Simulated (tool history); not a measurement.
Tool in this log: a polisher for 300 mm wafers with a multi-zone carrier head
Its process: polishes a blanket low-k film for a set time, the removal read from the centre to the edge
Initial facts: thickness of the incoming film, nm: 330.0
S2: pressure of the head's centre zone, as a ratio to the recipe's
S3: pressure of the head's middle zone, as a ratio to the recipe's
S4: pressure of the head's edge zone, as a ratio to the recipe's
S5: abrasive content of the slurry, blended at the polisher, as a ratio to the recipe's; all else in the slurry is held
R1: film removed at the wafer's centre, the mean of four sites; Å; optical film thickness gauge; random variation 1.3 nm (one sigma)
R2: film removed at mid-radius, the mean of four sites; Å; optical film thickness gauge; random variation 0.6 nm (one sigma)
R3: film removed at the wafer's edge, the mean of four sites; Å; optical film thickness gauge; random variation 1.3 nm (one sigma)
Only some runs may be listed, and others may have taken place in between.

run 1 hour=0.0 | flow_of_slurry_(ml/min)=125 S2=1.00 S3=1.00 S4=1.00 S5=1.00 polishing_time_(s)=89 | R1=526.30 R2=541.02 R3=524.82
run 2 hour=3.9 | flow_of_slurry_(ml/min)=130 S2=1.02 S3=1.00 S4=1.01 S5=1.05 polishing_time_(s)=90 | R1=565.58 R2=549.97 R3=541.85
run 3 hour=11.5 | flow_of_slurry_(ml/min)=135 S2=1.03 S3=1.01 S4=1.02 S5=1.10 polishing_time_(s)=92 | R1=594.68 R2=584.29 R3=579.06
run 4 hour=13.6 | flow_of_slurry_(ml/min)=135 S2=1.03 S3=1.01 S4=1.02 S5=1.20 polishing_time_(s)=92 | R1=622.84 R2=601.31 R3=584.17
run 5 hour=17.0 | flow_of_slurry_(ml/min)=135 S2=1.03 S3=0.97 S4=1.02 S5=1.20 polishing_time_(s)=92 | R1=590.86 R2=574.69 R3=585.33
run 6 hour=22.8 | flow_of_slurry_(ml/min)=140 S2=1.05 S3=0.98 S4=1.04 S5=1.25 polishing_time_(s)=94 | R1=646.88 R2=607.68 R3=618.13
run 7 hour=28.6 | flow_of_slurry_(ml/min)=145 S2=1.06 S3=0.99 S4=1.05 S5=1.30 polishing_time_(s)=96 | R1=675.17 R2=641.93 R3=631.47
run 8 hour=33.7 | flow_of_slurry_(ml/min)=145 S2=1.07 S3=0.99 S4=1.05 S5=1.30 polishing_time_(s)=99 | R1=716.02 R2=658.67 R3=665.08
run 9 hour=40.7 | flow_of_slurry_(ml/min)=145 S2=1.08 S3=1.00 S4=1.06 S5=1.30 polishing_time_(s)=101 | R1=741.99 R2=682.21 R3=684.51
run 10 hour=42.0 | flow_of_slurry_(ml/min)=145 S2=1.09 S3=1.00 S4=1.07 S5=1.30 polishing_time_(s)=102 | R1=738.62 R2=679.56 R3=674.98
run 11 hour=50.3 | flow_of_slurry_(ml/min)=145 S2=1.10 S3=0.99 S4=1.07 S5=1.30 polishing_time_(s)=104 | R1=759.86 R2=688.08 R3=696.71
run 12 hour=55.6 | flow_of_slurry_(ml/min)=150 S2=1.11 S3=0.99 S4=1.07 S5=1.30 polishing_time_(s)=105 | R1=772.56 R2=700.25 R3=716.62
run 13 hour=63.9 | flow_of_slurry_(ml/min)=150 S2=1.12 S3=0.99 S4=1.06 S5=1.30 polishing_time_(s)=107 | R1=800.39 R2=718.99 R3=692.12
run 14 hour=72.8 | flow_of_slurry_(ml/min)=150 S2=1.13 S3=0.99 S4=1.07 S5=1.30 polishing_time_(s)=108 | R1=829.31 R2=721.89 R3=725.01
run 15 hour=81.3 | flow_of_slurry_(ml/min)=150 S2=1.14 S3=0.99 S4=1.08 S5=1.30 polishing_time_(s)=109 | R1=829.85 R2=734.50 R3=742.05
run 16 hour=88.1 | flow_of_slurry_(ml/min)=155 S2=1.15 S3=0.99 S4=1.08 S5=1.30 polishing_time_(s)=110 | R1=847.96 R2=737.38 R3=763.55

What will run 17 give?
run 17 hour=91.9 | flow_of_slurry_(ml/min)=160 S2=1.15 S3=0.99 S4=1.08 S5=1.30 polishing_time_(s)=111 | R1=? R2=? R3=?

{"run 17": {"R1": 843.71, "R2": 745.14, "R3": 764.26}}
